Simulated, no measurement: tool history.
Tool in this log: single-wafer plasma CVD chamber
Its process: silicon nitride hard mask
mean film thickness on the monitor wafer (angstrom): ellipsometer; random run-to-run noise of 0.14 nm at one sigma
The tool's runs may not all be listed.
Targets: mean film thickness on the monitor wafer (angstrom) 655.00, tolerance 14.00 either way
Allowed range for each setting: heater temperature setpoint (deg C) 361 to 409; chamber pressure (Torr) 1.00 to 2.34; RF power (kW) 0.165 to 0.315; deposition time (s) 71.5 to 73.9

run	hour	heater temperature setpoint (deg C)	chamber pressure (Torr)	RF power (kW)	deposition time (s)	mean film thickness on the monitor wafer (angstrom)
1	0.0	385	1.67	0.240	71.5	729.78
2	8.2	385	1.67	0.240	71.5	727.25
3	11.9	390	1.67	0.240	71.5	727.55
4	18.4	390	1.42	0.240	71.5	705.11
5	21.2	390	1.38	0.240	71.5	702.75
6	24.3	390	1.38	0.240	71.5	701.97
# hour 30.2: capacitance manometer re-zeroed and calibrated
7	30.2	390	1.35	0.240	71.5	692.26
8	34.0	390	1.31	0.240	71.5	688.80

Of the 5 settings listed for the next run, only one would bring every result within its allowed miss of target. Which one?
A	37.8	381	1.26	0.220	71.5	?
B	37.8	378	1.59	0.240	72.3	?
C	37.8	393	1.27	0.220	71.5	?
D	37.8	391	1.13	0.225	71.8	?
E	37.8	396	1.27	0.230	71.7	?

move	mean film thickness on the monitor wafer (angstrom)
A	626.88
B	726.35
C	624.84
D	628.46
E	655.66
A: pushes the last run's worst result past its target
B: its largest miss is bigger than the last run's
C: pushes the last run's worst result past its target
D: pushes the last run's worst result past its target
E: every result lands within tolerance
The move that meets every target is E.
